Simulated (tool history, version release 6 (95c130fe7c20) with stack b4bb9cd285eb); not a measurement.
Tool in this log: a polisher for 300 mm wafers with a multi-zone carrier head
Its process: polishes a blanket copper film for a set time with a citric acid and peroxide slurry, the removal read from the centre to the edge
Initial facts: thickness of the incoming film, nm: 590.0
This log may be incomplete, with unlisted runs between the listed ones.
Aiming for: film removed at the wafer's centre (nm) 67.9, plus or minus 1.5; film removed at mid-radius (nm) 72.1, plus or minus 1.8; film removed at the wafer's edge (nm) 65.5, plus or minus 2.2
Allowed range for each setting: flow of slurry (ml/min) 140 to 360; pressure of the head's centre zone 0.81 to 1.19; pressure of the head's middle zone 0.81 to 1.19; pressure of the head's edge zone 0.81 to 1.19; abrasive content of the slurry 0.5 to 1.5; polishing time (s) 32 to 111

run  hour  flow of slurry (ml/min)  pressure of the head's centre zone  pressure of the head's middle zone  pressure of the head's edge zone  abrasive content of the slurry  polishing time (s)  film removed at the wafer's centre (nm)  film removed at mid-radius (nm)  film removed at the wafer's edge (nm)
  1     0                      230                                   1                                   1                                 1                               1                  71                                   130.87                           129.68                                 131.06
  2   5.5                      230                                   1                                1.05                                 1                               1                  71                                   131.53                           136.33                                 131.44
  3  12.9                      230                                   1                                1.05                                 1                               1                  86                                   158.45                           166.99                                 160.69
  4  19.5                      230                                   1                                1.05                              0.96                               1                  86                                   158.09                           164.35                                 154.85
  5  23.8                      230                                   1                                0.99                              0.96                               1                  86                                    158.1                           156.09                                 155.01
  6  28.5                      230                                0.99                                0.99                              0.94                            0.95                  80                                   143.56                           141.96                                 139.67
  7  35.1                      230                                0.98                                0.99                              0.92                             0.9                  74                                   130.76                            130.3                                 129.03
  8  38.9                      165                                1.01                                1.09                              0.82                            0.65                  54                                   86.427                           90.909                                 77.492
  9    47                      165                                   1                                1.08                              0.82                            0.65                  53                                   82.282                           87.406                                 77.328
 10  50.2                      165                                   1                                1.08                              0.82                            0.65                  52                                   81.105                           85.866                                 75.226
 11  52.4                      165                                   1                                1.08                              0.82                            0.65                  51                                   79.714                            84.44                                 73.557
 12    57                      165                                   1                                1.08                              0.82                            0.65                  50                                   78.142                           83.285                                 72.271
 13  62.5                      175                                0.95                                1.02                              0.82                             0.5                  44                                   61.214                           65.571                                 60.133
 14  68.6                      190                                0.95                                1.02                              0.83                             0.5                  44                                   62.684                           65.677                                 60.293
 15    70                      255                                0.94                                1.09                              0.93                             0.6                  44                                    68.24                           76.587                                 68.853
 16  76.1                      255                                0.94                                1.08                              0.92                             0.6                  44                                   67.006                           75.817                                 69.244
 17  77.2                      250                                0.94                                1.07                              0.91                             0.6                  44                                   67.672                           75.443                                 68.642
 18  79.7                      245                                0.94                                1.07                               0.9                             0.6                  44                                   66.712                           74.574                                 68.522
 19  85.6                      240                                0.94                                1.07                              0.89                             0.6                  44                                   67.321                           74.564                                 66.934

4 candidate next runs follow, results not yet known. Just one meets every target within its allowed miss. Identify it.
  A  91.5                      235                                 1.1                                1.05                              0.81                            0.65                  40                                        ?                                ?                                      ?
  B  91.5                      190                                0.99                                1.12                              0.81                            0.65                  41                                        ?                                ?                                      ?
  C  91.5                      255                                0.95                                1.08                              0.83                             0.6                  44                                        ?                                ?                                      ?
  D  91.5                      225                                0.95                                1.02                              0.83                             0.5                  47                                        ?                                ?                                      ?

move  film removed at the wafer's centre (nm)  film removed at mid-radius (nm)  film removed at the wafer's edge (nm)
   A                                   73.255                           68.939                                  60.11
   B                                   65.424                           72.597                                 60.249
   C                                   68.724                           76.751                                 65.804
   D                                   68.463                           72.986                                 65.989
A: the result that was furthest off in the last run now lies on the other side of its target
B: puts the biggest miss on target and leaves a different result outside tolerance
C: its largest miss is bigger than the last run's
D: every result within its allowed miss
The right move is D.
